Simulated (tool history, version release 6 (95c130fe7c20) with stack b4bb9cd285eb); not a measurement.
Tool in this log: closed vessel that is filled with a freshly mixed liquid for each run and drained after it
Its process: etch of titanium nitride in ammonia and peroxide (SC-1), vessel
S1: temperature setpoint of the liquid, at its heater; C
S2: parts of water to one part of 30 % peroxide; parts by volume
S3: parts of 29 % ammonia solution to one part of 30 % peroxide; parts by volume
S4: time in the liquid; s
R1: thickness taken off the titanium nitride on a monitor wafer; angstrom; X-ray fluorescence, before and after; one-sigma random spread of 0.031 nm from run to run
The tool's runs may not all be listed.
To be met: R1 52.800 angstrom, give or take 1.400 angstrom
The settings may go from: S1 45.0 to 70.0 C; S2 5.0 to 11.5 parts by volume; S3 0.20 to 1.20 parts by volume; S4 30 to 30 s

run,hour,S1,S2,S3,S4,R1
1,0.0,61.0,6.5,0.80,30,69.938
2,5.4,60.0,6.5,0.80,30,65.595
3,9.5,59.0,6.5,0.80,30,61.644
4,10.6,59.0,5.5,0.80,30,67.089
5,14.7,58.0,5.5,0.80,30,62.563
6,16.3,57.5,5.5,0.80,30,60.721
7,25.4,57.0,5.5,0.80,30,59.293
8,34.4,56.5,5.5,0.80,30,56.763
9,43.1,56.0,5.5,0.80,30,54.814

Which single option among these 4 for the next run brings every result within its allowed miss of target? Just one does.
A,51.8,54.5,6.0,1.05,30,?
B,51.8,56.0,6.5,0.70,30,?
C,51.8,54.0,5.0,1.20,30,?
D,51.8,55.5,7.0,1.05,30,?

move,R1
A,49.759
B,50.135
C,52.848
D,49.575
A: carries the result that was furthest off beyond its target, to the other side
B: carries the result that was furthest off beyond its target, to the other side
C: meets every target
D: carries the result that was furthest off beyond its target, to the other side
The right move is C.

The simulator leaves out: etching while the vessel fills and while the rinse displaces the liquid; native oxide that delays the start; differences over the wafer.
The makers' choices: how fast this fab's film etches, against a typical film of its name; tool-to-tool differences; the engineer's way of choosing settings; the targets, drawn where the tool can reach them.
